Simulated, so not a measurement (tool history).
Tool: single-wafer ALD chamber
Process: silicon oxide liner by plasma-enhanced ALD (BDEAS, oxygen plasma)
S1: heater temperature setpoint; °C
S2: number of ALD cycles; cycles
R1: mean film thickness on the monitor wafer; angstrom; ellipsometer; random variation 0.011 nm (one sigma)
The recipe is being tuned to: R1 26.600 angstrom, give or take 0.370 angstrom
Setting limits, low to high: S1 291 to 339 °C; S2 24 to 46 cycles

run 1 hour=0.0 | S1=315 S2=35 | R1=29.334
run 2 hour=4.6 | S1=315 S2=40 | R1=33.463
run 3 hour=13.2 | S1=316 S2=38 | R1=31.687
run 4 hour=18.7 | S1=317 S2=37 | R1=30.783
run 5 hour=22.5 | S1=318 S2=36 | R1=29.789
run 6 hour=28.0 | S1=321 S2=35 | R1=29.080
run 7 hour=33.8 | S1=321 S2=34 | R1=28.325
run 8 hour=37.6 | S1=321 S2=33 | R1=27.517

4 next moves are on the table. One of them brings every result within its allowed miss. Which?
run A hour=41.4 | S1=319 S2=33 | R1=?
run B hour=41.4 | S1=325 S2=32 | R1=?
run C hour=41.4 | S1=326 S2=33 | R1=?
run D hour=41.4 | S1=322 S2=33 | R1=?

move=A R1=27.465
move=B R1=26.431
move=C R1=27.222
move=D R1=27.361
A: an improvement on the last run, though not all results are within tolerance
B: meets every target
C: an improvement on the last run, though not all results are within tolerance
D: an improvement on the last run, though not all results are within tolerance
Go with B: it meets all targets.
